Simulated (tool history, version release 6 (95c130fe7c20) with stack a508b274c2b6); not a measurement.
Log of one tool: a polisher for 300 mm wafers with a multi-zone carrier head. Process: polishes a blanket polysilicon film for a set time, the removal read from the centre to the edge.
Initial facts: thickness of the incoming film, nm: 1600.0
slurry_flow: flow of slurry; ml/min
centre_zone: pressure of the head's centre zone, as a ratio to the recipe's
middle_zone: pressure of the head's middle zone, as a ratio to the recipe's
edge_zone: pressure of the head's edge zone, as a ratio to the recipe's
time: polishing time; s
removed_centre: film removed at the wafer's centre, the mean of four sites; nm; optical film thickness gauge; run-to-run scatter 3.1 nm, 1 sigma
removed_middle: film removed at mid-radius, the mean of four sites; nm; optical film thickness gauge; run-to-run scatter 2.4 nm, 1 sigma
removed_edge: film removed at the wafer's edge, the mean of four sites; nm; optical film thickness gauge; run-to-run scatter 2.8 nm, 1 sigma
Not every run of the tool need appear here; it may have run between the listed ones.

| run | day | slurry_flow | centre_zone | middle_zone | edge_zone | time | removed_centre | removed_middle | removed_edge |
|---|---|---|---|---|---|---|---|---|---|
| 1 | 0.000 | 135 | 1.00 | 1.00 | 1.00 | 49 | 402.81 | 425.82 | 443.93 |
| 2 | 0.212 | 135 | 1.00 | 0.93 | 1.00 | 49 | 424.47 | 405.68 | 433.18 |
| 3 | 0.529 | 130 | 0.98 | 0.92 | 0.96 | 43 | 351.63 | 349.44 | 367.77 |
| 4 | 0.700 | 130 | 0.90 | 0.92 | 0.96 | 43 | 334.34 | 344.15 | 379.26 |
| 5 | 0.846 | 125 | 0.92 | 0.91 | 0.93 | 39 | 298.12 | 311.28 | 326.60 |
| 6 | 1.083 | 125 | 0.92 | 0.91 | 0.86 | 39 | 292.37 | 313.79 | 320.87 |
| 7 | 1.125 | 120 | 0.94 | 0.89 | 0.85 | 36 | 278.50 | 281.78 | 289.17 |

Expected results for the next run?
| 8 | 1.225 | 115 | 0.95 | 0.88 | 0.84 | 34 | ? | ? | ? |

{"run 8": {"removed_centre": 255.77, "removed_middle": 254.42, "removed_edge": 267.3}}
